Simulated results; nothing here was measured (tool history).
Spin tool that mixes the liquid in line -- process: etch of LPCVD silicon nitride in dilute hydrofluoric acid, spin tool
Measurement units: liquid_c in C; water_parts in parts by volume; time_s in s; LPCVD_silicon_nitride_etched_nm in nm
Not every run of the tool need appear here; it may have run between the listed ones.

| run | hour | liquid_c | water_parts | time_s | LPCVD_silicon_nitride_etched_nm |
|---|---|---|---|---|---|
| 1 | 0.0 | 26.0 | 55 | 320 | 3.4723 |
| 2 | 0.7 | 22.5 | 55 | 320 | 2.8431 |
| 3 | 3.4 | 26.0 | 45 | 325 | 4.5343 |
| 4 | 4.6 | 28.0 | 45 | 325 | 5.3087 |
| 5 | 5.6 | 28.0 | 45 | 320 | 4.9049 |
| 6 | 11.7 | 29.5 | 40 | 320 | 6.1715 |
| 7 | 18.4 | 31.0 | 35 | 320 | 7.5950 |

Forecast run 8:
| 8 | 20.9 | 32.0 | 30 | 320 | ? |

Run 8 measured LPCVD_silicon_nitride_etched_nm 9.7963 nm.
